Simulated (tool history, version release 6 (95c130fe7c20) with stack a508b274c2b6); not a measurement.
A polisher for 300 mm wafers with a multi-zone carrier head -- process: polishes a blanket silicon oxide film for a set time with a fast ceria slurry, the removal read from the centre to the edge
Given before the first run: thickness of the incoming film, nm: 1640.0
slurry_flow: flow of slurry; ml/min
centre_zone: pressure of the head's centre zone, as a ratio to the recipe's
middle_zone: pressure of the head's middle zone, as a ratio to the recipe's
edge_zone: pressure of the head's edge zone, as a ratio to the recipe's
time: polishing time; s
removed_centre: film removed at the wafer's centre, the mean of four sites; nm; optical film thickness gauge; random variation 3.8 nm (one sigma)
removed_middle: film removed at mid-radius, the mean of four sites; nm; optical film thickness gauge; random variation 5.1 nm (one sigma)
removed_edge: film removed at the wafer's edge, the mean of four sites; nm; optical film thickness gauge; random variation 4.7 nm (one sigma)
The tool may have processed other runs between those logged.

run 1 hour=0 | slurry_flow=150 centre_zone=1 middle_zone=1 edge_zone=1 time=26 | removed_centre=475.41 removed_middle=479.61 removed_edge=500.02
run 2 hour=1 | slurry_flow=145 centre_zone=0.97 middle_zone=0.99 edge_zone=1.05 time=26 | removed_centre=462.28 removed_middle=474.72 removed_edge=513.47
run 3 hour=8.2 | slurry_flow=130 centre_zone=0.97 middle_zone=0.99 edge_zone=1.05 time=26 | removed_centre=441.88 removed_middle=454.61 removed_edge=505.57
run 4 hour=10.6 | slurry_flow=130 centre_zone=0.97 middle_zone=0.99 edge_zone=1.05 time=29 | removed_centre=496.96 removed_middle=509.89 removed_edge=565.08
run 5 hour=11.1 | slurry_flow=130 centre_zone=0.97 middle_zone=0.99 edge_zone=1.05 time=35 | removed_centre=606.28 removed_middle=618.03 removed_edge=683.7
run 6 hour=15.4 | slurry_flow=130 centre_zone=0.97 middle_zone=1.03 edge_zone=1.05 time=35 | removed_centre=608.45 removed_middle=646.57 removed_edge=672.42
run 7 hour=17.2 | slurry_flow=120 centre_zone=0.93 middle_zone=1 edge_zone=1.02 time=34 | removed_centre=559.9 removed_middle=595.21 removed_edge=635.17
run 8 hour=21.4 | slurry_flow=110 centre_zone=0.9 middle_zone=0.98 edge_zone=1.02 time=33 | removed_centre=496.96 removed_middle=552.34 removed_edge=612.17
run 9 hour=24.7 | slurry_flow=105 centre_zone=0.89 middle_zone=0.95 edge_zone=0.99 time=33 | removed_centre=490.21 removed_middle=542.63 removed_edge=594.71
run 10 hour=30.3 | slurry_flow=100 centre_zone=0.87 middle_zone=0.92 edge_zone=0.98 time=33 | removed_centre=471.22 removed_middle=520.66 removed_edge=586.53

Expected results for the next run?
run 11 hour=33.5 | slurry_flow=100 centre_zone=0.86 middle_zone=0.9 edge_zone=0.97 time=33 | removed_centre=? removed_middle=? removed_edge=?

removed_centre: 462.84 nm
removed_middle: 494.43 nm
removed_edge: 589.62 nm
